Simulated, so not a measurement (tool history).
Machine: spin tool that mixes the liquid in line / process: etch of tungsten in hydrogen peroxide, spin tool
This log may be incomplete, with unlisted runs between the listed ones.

| run | hour | temperature setpoint of the liquid (°C) | concentration of hydrogen peroxide in the mixed liquid (% by weight) | time under the liquid (s) | thickness taken off the tungsten on a monitor wafer (angstrom) |
|---|---|---|---|---|---|
| 1 | 0 | 55 | 23 | 45 | 564.78 |
| 2 | 2.4 | 55 | 23 | 45 | 566.06 |
| 3 | 9.8 | 55.5 | 23 | 45 | 582.4 |
| 4 | 13.7 | 55.5 | 23 | 45 | 581.62 |
| 5 | 16.8 | 55.5 | 27.5 | 45 | 631.41 |
| 6 | 24.5 | 55.5 | 22.5 | 45 | 574.21 |
| 7 | 29.8 | 56 | 22.5 | 45 | 586.49 |
| 8 | 38.1 | 56.5 | 22.5 | 45 | 613.18 |

What does the tool deliver on the next run?
| 9 | 40 | 57 | 22.5 | 45 | ? |

{"run 9": {"thickness taken off the tungsten on a monitor wafer (angstrom)": 629.15}}
